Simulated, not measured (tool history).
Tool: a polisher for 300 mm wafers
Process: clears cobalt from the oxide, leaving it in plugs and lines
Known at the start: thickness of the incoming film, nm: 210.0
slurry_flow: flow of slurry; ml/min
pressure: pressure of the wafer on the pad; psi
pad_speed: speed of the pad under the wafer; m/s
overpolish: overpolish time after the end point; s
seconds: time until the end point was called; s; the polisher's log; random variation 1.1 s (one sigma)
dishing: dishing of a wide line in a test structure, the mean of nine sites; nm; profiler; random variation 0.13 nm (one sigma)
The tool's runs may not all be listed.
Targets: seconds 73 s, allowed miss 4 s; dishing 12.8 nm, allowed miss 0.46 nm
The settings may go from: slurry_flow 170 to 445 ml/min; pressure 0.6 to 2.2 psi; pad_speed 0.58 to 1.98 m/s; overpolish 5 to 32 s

Run 1, hour 0: slurry_flow 285 ml/min, pressure 1.4 psi, pad_speed 1.28 m/s, overpolish 16 s. Result: seconds 45.309 s, dishing 37.126 nm.
Run 2, hour 1.7: slurry_flow 285 ml/min, pressure 1.6 psi, pad_speed 1.28 m/s, overpolish 16 s. Result: seconds 39.978 s, dishing 38.699 nm.
Run 3, hour 5.9: slurry_flow 285 ml/min, pressure 1.6 psi, pad_speed 1.28 m/s, overpolish 19 s. Result: seconds 39.268 s, dishing 41.515 nm.
Run 4, hour 11.3: slurry_flow 265 ml/min, pressure 1.5 psi, pad_speed 1.18 m/s, overpolish 17 s. Result: seconds 46.821 s, dishing 38.745 nm.
Run 5, hour 19.4: slurry_flow 265 ml/min, pressure 1.8 psi, pad_speed 1.18 m/s, overpolish 17 s. Result: seconds 38.425 s, dishing 40.143 nm.
Run 6, hour 20.1: slurry_flow 265 ml/min, pressure 1.8 psi, pad_speed 0.96 m/s, overpolish 17 s. Result: seconds 47.248 s, dishing 38.064 nm.
Run 7, hour 28.4: slurry_flow 295 ml/min, pressure 1.7 psi, pad_speed 0.92 m/s, overpolish 15 s. Result: seconds 50.76 s, dishing 35.081 nm.
Run 8, hour 32.1: slurry_flow 320 ml/min, pressure 1.6 psi, pad_speed 0.86 m/s, overpolish 13 s. Result: seconds 56.128 s, dishing 30.87 nm.
Run 9, hour 35.9: slurry_flow 340 ml/min, pressure 1.5 psi, pad_speed 0.82 m/s, overpolish 12 s. Result: seconds 63.376 s, dishing 27.422 nm.
Run 10, hour 38.7: slurry_flow 355 ml/min, pressure 1.4 psi, pad_speed 0.86 m/s, overpolish 11 s. Result: seconds 64.336 s, dishing 25.961 nm.
Run 11, hour 44.5: slurry_flow 370 ml/min, pressure 1.3 psi, pad_speed 0.88 m/s, overpolish 10 s. Result: seconds 64.902 s, dishing 23.479 nm.
Run 12, hour 50.4: slurry_flow 445 ml/min, pressure 0.9 psi, pad_speed 1.04 m/s, overpolish 5 s. Result: seconds 79.767 s, dishing 11.761 nm.
Run 13, hour 58.6: slurry_flow 440 ml/min, pressure 0.9 psi, pad_speed 1.06 m/s, overpolish 5 s. Result: seconds 79.148 s, dishing 11.953 nm.
Run 14, hour 60: slurry_flow 435 ml/min, pressure 0.9 psi, pad_speed 1.06 m/s, overpolish 5 s. Result: seconds 79.308 s, dishing 11.871 nm.
Run 15, hour 61.2: slurry_flow 430 ml/min, pressure 0.9 psi, pad_speed 1.08 m/s, overpolish 5 s. Result: seconds 75.544 s, dishing 12.09 nm.
Run 16, hour 61.8: slurry_flow 425 ml/min, pressure 0.9 psi, pad_speed 1.08 m/s, overpolish 5 s. Result: seconds 79.288 s, dishing 11.859 nm.
Run 17, hour 70.2: slurry_flow 415 ml/min, pressure 0.9 psi, pad_speed 1.1 m/s, overpolish 5 s. Result: seconds 77.646 s, dishing 12.216 nm.

5 next moves are on the table. One of them brings every result within its allowed miss. Which?
Run A, hour 78.6: slurry_flow 390 ml/min, pressure 0.7 psi, pad_speed 1.48 m/s, overpolish 5 s. Result: seconds ?, dishing ?.
Run B, hour 78.6: slurry_flow 445 ml/min, pressure 0.9 psi, pad_speed 1.02 m/s, overpolish 5 s. Result: seconds ?, dishing ?.
Run C, hour 78.6: slurry_flow 395 ml/min, pressure 0.9 psi, pad_speed 1.08 m/s, overpolish 5 s. Result: seconds ?, dishing ?.
Run D, hour 78.6: slurry_flow 420 ml/min, pressure 0.7 psi, pad_speed 1.32 m/s, overpolish 5 s. Result: seconds ?, dishing ?.
Run E, hour 78.6: slurry_flow 420 ml/min, pressure 0.9 psi, pad_speed 1.04 m/s, overpolish 5 s. Result: seconds ?, dishing ?.

move  seconds  dishing
   A   72.583   12.584
   B   80.563   11.511
   C   76.983   11.969
   D   80.507   11.518
   E   79.412   11.655
A: meets every target
B: further off than the last run
C: further off than the last run
D: further off than the last run
E: further off than the last run
Move A is the one to make.
